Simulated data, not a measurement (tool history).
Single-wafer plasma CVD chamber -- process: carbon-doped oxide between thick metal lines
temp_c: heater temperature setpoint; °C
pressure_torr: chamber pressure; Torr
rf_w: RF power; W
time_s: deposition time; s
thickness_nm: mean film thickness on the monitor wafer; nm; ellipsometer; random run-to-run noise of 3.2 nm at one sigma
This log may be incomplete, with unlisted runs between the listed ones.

{"run": 1, "hour": 0.0, "temp_c": 345, "pressure_torr": 5.75, "rf_w": 470, "time_s": 174, "thickness_nm": 879.8}
{"run": 2, "hour": 7.3, "temp_c": 347, "pressure_torr": 5.49, "rf_w": 455, "time_s": 174, "thickness_nm": 850.12}
{"run": 3, "hour": 12.7, "temp_c": 349, "pressure_torr": 5.26, "rf_w": 445, "time_s": 174, "thickness_nm": 828.59}
{"run": 4, "hour": 14.3, "temp_c": 349, "pressure_torr": 5.26, "rf_w": 445, "time_s": 174, "thickness_nm": 829.99}
{"run": 5, "hour": 15.0, "temp_c": 349, "pressure_torr": 5.77, "rf_w": 445, "time_s": 174, "thickness_nm": 845.64}
{"run": 6, "hour": 22.6, "temp_c": 350, "pressure_torr": 5.48, "rf_w": 440, "time_s": 174, "thickness_nm": 822.42}
{"run": 7, "hour": 28.3, "temp_c": 352, "pressure_torr": 5.34, "rf_w": 435, "time_s": 174, "thickness_nm": 812.22}

Run 8 has not been measured yet. What should we expect?
{"run": 8, "hour": 30.3, "temp_c": 353, "pressure_torr": 5.21, "rf_w": 430, "time_s": 174, "thickness_nm": "?"}

Run 8 produced thickness_nm 800.57 nm.
